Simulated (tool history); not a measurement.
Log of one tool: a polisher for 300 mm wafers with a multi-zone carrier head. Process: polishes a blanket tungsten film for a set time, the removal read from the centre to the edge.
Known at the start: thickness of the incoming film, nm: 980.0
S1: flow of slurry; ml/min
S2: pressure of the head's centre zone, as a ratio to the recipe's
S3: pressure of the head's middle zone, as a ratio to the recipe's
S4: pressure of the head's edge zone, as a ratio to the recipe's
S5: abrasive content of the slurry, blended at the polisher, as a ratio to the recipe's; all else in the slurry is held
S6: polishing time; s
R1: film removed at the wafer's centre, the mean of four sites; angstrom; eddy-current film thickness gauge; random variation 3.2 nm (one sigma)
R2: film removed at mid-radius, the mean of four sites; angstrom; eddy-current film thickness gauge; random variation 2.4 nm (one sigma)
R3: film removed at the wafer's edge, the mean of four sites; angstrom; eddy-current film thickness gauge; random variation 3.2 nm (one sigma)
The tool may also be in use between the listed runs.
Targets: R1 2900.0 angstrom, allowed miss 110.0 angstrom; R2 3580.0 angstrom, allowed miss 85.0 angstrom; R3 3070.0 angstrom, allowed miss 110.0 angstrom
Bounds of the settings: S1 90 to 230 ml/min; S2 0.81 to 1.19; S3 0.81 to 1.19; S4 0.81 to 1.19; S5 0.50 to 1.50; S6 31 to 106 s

| run | hour | S1 | S2 | S3 | S4 | S5 | S6 | R1 | R2 | R3 |
|---|---|---|---|---|---|---|---|---|---|---|
| 1 | 0.0 | 150 | 1.00 | 1.00 | 1.00 | 1.00 | 68 | 3079.2 | 3072.5 | 3047.4 |
| 2 | 5.9 | 150 | 1.00 | 1.00 | 1.00 | 1.20 | 68 | 3263.4 | 3221.0 | 3188.4 |
| 3 | 7.6 | 150 | 1.00 | 1.00 | 1.00 | 1.20 | 60 | 2863.4 | 2856.8 | 2870.0 |
| 4 | 16.2 | 165 | 0.98 | 1.04 | 1.00 | 1.20 | 60 | 2854.9 | 2991.0 | 2887.8 |
| 5 | 21.2 | 175 | 0.97 | 1.07 | 1.01 | 1.20 | 60 | 2853.6 | 3099.4 | 2908.2 |
| 6 | 29.3 | 175 | 0.97 | 1.07 | 1.01 | 1.30 | 60 | 2849.6 | 3165.0 | 2977.3 |
| 7 | 35.4 | 180 | 0.97 | 1.09 | 1.01 | 1.30 | 60 | 2968.9 | 3220.1 | 3000.4 |
| 8 | 37.9 | 185 | 0.96 | 1.11 | 1.01 | 1.30 | 60 | 2877.9 | 3302.9 | 3047.0 |
| 9 | 41.1 | 190 | 0.96 | 1.13 | 1.00 | 1.30 | 60 | 2889.3 | 3345.1 | 2979.2 |
| 10 | 49.3 | 195 | 0.96 | 1.14 | 1.00 | 1.30 | 60 | 2919.9 | 3385.7 | 2962.2 |
|  | 55.8 | worn pad replaced by a new one |
| 11 | 55.8 | 200 | 0.95 | 1.15 | 1.01 | 1.30 | 60 | 3178.0 | 3710.8 | 3309.5 |

5 next moves are on the table. One of them brings every result within its allowed miss. Which?
| A | 62.3 | 200 | 1.13 | 1.06 | 1.01 | 1.35 | 59 | ? | ? | ? |
| B | 62.3 | 190 | 0.88 | 1.11 | 0.90 | 1.45 | 58 | ? | ? | ? |
| C | 62.3 | 205 | 1.03 | 1.12 | 0.98 | 1.30 | 58 | ? | ? | ? |
| D | 62.3 | 205 | 0.98 | 1.17 | 1.16 | 1.50 | 58 | ? | ? | ? |
| E | 62.3 | 115 | 0.89 | 1.12 | 1.18 | 1.20 | 67 | ? | ? | ? |

| move | R1 | R2 | R3 |
|---|---|---|---|
| A | 3700.7 | 3431.6 | 3335.9 |
| B | 2897.7 | 3549.4 | 3141.4 |
| C | 3314.5 | 3517.6 | 3207.9 |
| D | 3277.4 | 3784.8 | 3613.2 |
| E | 2879.5 | 3560.7 | 3677.6 |
A: further off than the last run
B: meets every target
C: further off than the last run
D: further off than the last run
E: brings the result that was furthest off to its target, and leaves another outside
The right move is B.
